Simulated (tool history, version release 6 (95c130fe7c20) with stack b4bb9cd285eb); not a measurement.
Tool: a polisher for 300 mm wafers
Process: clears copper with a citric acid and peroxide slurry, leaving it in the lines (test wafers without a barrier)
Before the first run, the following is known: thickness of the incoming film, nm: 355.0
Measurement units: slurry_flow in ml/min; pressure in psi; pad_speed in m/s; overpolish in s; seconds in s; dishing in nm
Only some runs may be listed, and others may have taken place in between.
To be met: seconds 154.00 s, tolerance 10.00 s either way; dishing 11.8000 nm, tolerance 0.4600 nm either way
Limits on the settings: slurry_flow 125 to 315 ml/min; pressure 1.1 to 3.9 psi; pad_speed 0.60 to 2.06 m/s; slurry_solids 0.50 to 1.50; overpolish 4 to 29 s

run    day  slurry_flow  pressure  pad_speed  slurry_solids  overpolish  seconds  dishing
  1  0.000          205       2.5       1.32           1.00          15   149.12  21.2310
  2  0.050          205       2.5       1.54           1.00          15   130.31  22.5750
  3  0.175          205       2.2       1.54           1.00          15   148.74  21.0360
  4  0.554          205       2.2       1.54           1.00          13   147.68  18.4630
  5  0.867          205       2.2       1.54           1.20          13   143.42  18.9790
  6  0.975          205       2.2       1.54           1.20          17   139.58  23.5390
  7  1.233          215       2.3       1.42           1.20          10   141.01  15.5400
  8  1.600          220       2.2       1.42           1.20          10   149.54  14.6350
  9  1.833          220       2.2       1.42           1.20          10   150.86  14.7360
     1.888  -- slurry blender recalibrated
 10  1.888          225       2.1       1.42           1.20           5   150.33   8.1144
 11  1.988          225       2.2       1.38           1.25           5   141.00   8.4393

Next run, 4 choices. One meets every target within its allowed miss, the rest don't. Which?
  A  2.088          170       1.9       1.50           1.30           8        ?        ?
  B  2.088          250       1.3       1.88           0.95          10        ?        ?
  C  2.088          170       1.8       1.36           1.20          10        ?        ?
  D  2.088          220       1.7       1.26           1.40          11        ?        ?

move  seconds  dishing
   A   157.52  11.6790
   B   191.03  11.8960
   C   180.78  12.5720
   D   188.14  13.1740
A: every result within its allowed miss
B: the furthest-off result lands on target, but another misses its tolerance
C: carries the result that was furthest off beyond its target, to the other side
D: carries the result that was furthest off beyond its target, to the other side
Answer: A
